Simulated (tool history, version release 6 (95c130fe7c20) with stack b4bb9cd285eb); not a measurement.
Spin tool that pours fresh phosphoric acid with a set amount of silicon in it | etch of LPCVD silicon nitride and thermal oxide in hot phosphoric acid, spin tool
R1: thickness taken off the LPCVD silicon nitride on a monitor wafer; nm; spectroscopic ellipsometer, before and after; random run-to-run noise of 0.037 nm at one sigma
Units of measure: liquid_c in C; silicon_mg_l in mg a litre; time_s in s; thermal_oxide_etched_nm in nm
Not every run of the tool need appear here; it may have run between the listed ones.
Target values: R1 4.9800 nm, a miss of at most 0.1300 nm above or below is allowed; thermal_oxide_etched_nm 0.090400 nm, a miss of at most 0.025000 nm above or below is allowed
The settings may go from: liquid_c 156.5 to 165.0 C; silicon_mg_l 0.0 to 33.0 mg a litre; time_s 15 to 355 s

run 1 hour=0.0 | liquid_c=160.0 silicon_mg_l=14.5 time_s=180 | R1=18.2560 thermal_oxide_etched_nm=0.399970
run 2 hour=1.6 | liquid_c=159.0 silicon_mg_l=18.0 time_s=130 | R1=12.5900 thermal_oxide_etched_nm=0.232870
run 3 hour=7.0 | liquid_c=157.0 silicon_mg_l=18.0 time_s=130 | R1=11.7880 thermal_oxide_etched_nm=0.198820
run 4 hour=12.4 | liquid_c=157.0 silicon_mg_l=18.0 time_s=170 | R1=15.4820 thermal_oxide_etched_nm=0.264730
run 5 hour=16.3 | liquid_c=158.0 silicon_mg_l=18.0 time_s=170 | R1=15.8420 thermal_oxide_etched_nm=0.259410
run 6 hour=20.6 | liquid_c=158.0 silicon_mg_l=22.5 time_s=170 | R1=15.8870 thermal_oxide_etched_nm=0.250640
run 7 hour=21.2 | liquid_c=157.5 silicon_mg_l=21.0 time_s=120 | R1=11.1730 thermal_oxide_etched_nm=0.186840
run 8 hour=29.1 | liquid_c=157.5 silicon_mg_l=21.0 time_s=120 | R1=10.9440 thermal_oxide_etched_nm=0.197800
run 9 hour=35.9 | liquid_c=157.0 silicon_mg_l=24.0 time_s=85 | R1=7.7315 thermal_oxide_etched_nm=0.104120
run 10 hour=39.6 | liquid_c=157.5 silicon_mg_l=22.5 time_s=65 | R1=5.8953 thermal_oxide_etched_nm=0.086409
run 11 hour=47.5 | liquid_c=157.5 silicon_mg_l=20.5 time_s=60 | R1=5.5132 thermal_oxide_etched_nm=0.094442
run 12 hour=49.2 | liquid_c=157.5 silicon_mg_l=19.5 time_s=60 | R1=5.5618 thermal_oxide_etched_nm=0.100080
run 13 hour=54.8 | liquid_c=157.5 silicon_mg_l=19.5 time_s=60 | R1=5.5414 thermal_oxide_etched_nm=0.092031
run 14 hour=59.7 | liquid_c=157.0 silicon_mg_l=18.0 time_s=60 | R1=5.3739 thermal_oxide_etched_nm=0.093836
run 15 hour=64.2 | liquid_c=157.0 silicon_mg_l=17.5 time_s=60 | R1=5.5025 thermal_oxide_etched_nm=0.094100
run 16 hour=69.2 | liquid_c=157.0 silicon_mg_l=14.5 time_s=40 | R1=3.6362 thermal_oxide_etched_nm=0.066423
run 17 hour=75.2 | liquid_c=159.5 silicon_mg_l=20.0 time_s=35 | R1=3.4433 thermal_oxide_etched_nm=0.063160
run 18 hour=78.9 | liquid_c=159.0 silicon_mg_l=20.0 time_s=40 | R1=3.8813 thermal_oxide_etched_nm=0.065684
run 19 hour=82.1 | liquid_c=158.5 silicon_mg_l=19.5 time_s=45 | R1=4.2552 thermal_oxide_etched_nm=0.083898
run 20 hour=88.4 | liquid_c=158.5 silicon_mg_l=21.0 time_s=45 | R1=4.3033 thermal_oxide_etched_nm=0.070720

Which of these 4 next moves meets every target?
run A hour=94.7 | liquid_c=156.5 silicon_mg_l=17.5 time_s=60 | R1=? thermal_oxide_etched_nm=?
run B hour=94.7 | liquid_c=159.0 silicon_mg_l=21.5 time_s=55 | R1=? thermal_oxide_etched_nm=?
run C hour=94.7 | liquid_c=159.5 silicon_mg_l=20.0 time_s=50 | R1=? thermal_oxide_etched_nm=?
run D hour=94.7 | liquid_c=157.0 silicon_mg_l=33.0 time_s=50 | R1=? thermal_oxide_etched_nm=?

move=A R1=5.2826 thermal_oxide_etched_nm=0.082135
move=B R1=5.2712 thermal_oxide_etched_nm=0.081105
move=C R1=4.8734 thermal_oxide_etched_nm=0.079951
move=D R1=4.4779 thermal_oxide_etched_nm=0.041694
A: takes the biggest miss from the last run beyond its target
B: takes the biggest miss from the last run beyond its target
C: hits every target within its allowed miss
D: nearer than the last run, and not there yet
C is the move that brings every result within its allowed miss.
